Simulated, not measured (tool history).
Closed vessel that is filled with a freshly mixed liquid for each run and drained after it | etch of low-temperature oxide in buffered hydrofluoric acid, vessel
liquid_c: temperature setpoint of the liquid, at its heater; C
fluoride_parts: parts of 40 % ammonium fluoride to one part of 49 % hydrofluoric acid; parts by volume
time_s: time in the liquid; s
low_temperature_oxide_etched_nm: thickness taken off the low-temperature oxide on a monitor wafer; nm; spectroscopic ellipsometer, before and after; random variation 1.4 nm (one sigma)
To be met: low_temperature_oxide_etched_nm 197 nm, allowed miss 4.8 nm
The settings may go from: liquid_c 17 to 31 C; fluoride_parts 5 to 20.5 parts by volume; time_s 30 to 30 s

run	hour	liquid_c	fluoride_parts	time_s	low_temperature_oxide_etched_nm
1	0	23	12.5	30	86.174
2	8.5	24.5	11.5	30	102.75
3	11.8	26	11.5	30	110.29
4	13.7	27	11	30	120.7
5	16.1	25	11	30	107.87
6	20.8	25	11	30	107.42
7	22.6	26	10.5	30	120.42
8	31	26	10.5	30	121.82
9	36.8	27	10	30	132.46
10	40.9	31	7	30	227.81
11	45.8	30.5	7	30	221.62
12	47.4	30	7	30	218.55
13	49.3	29.5	7	30	211.92

Which of these 5 next moves meets every target?
A	51.2	30.5	6.5	30	?
B	51.2	28.5	7.5	30	?
C	51.2	30	8	30	?
D	51.2	28	7	30	?
E	51.2	23.5	5	30	?

move	low_temperature_oxide_etched_nm
A	237.21
B	185.92
C	187.65
D	195.05
E	204.15
A: further off than the last run
B: takes the result that was furthest off past its target
C: takes the result that was furthest off past its target
D: meets every target
E: nearer than the last run, and not there yet
Move D is the one to make.

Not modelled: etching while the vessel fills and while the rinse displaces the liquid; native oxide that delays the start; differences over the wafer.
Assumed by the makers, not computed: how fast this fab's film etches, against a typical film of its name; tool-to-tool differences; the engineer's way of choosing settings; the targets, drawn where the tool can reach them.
